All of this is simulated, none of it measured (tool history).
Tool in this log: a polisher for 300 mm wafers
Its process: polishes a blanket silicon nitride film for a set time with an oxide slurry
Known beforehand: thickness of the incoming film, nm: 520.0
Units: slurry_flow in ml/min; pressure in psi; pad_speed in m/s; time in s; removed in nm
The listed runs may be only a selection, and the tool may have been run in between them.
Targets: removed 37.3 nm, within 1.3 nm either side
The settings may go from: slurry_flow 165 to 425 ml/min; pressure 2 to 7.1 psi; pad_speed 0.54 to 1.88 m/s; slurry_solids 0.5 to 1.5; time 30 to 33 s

run	hour	slurry_flow	pressure	pad_speed	slurry_solids	time	removed
1	0	275	4.5	1.2	1	33	30.74
2	1.7	210	4.5	1.2	1	33	30.076
3	4.9	210	4.7	1.2	1	33	30.173
4	6.1	225	4.9	1.2	1	33	31.921
5	9.9	225	4.9	1.2	1	30	29.454
6	18.1	230	5.2	1.2	1	30	30.099
7	20.1	230	5.5	1.2	1	30	31.436
8	25.7	230	5.5	1.2	1	30	31.611
9	28.9	230	5.7	1.2	1	30	31.945
10	34	230	6	1.2	1	30	32.687
11	43	230	6.2	1.2	1	30	34.471
12	44.8	230	6.3	1.2	1	30	34.321
13	49.5	230	6.4	1.2	1	30	35.189

Consider the 4 candidate settings below. Which is the only one whose results all fall within their allowed miss of target?
A	54.2	255	5.5	1.3	1	30	?
B	54.2	230	5.9	1.24	1.2	31	?
C	54.2	290	5.4	1.64	0.65	31	?
D	54.2	260	6.2	1.08	0.9	33	?

move	removed
A	33.562
B	37.473
C	33.612
D	34.103
A: the biggest miss grows against the last run
B: hits every target within its allowed miss
C: the biggest miss grows against the last run
D: the biggest miss grows against the last run
So the answer is move B, the one that meets all the targets.
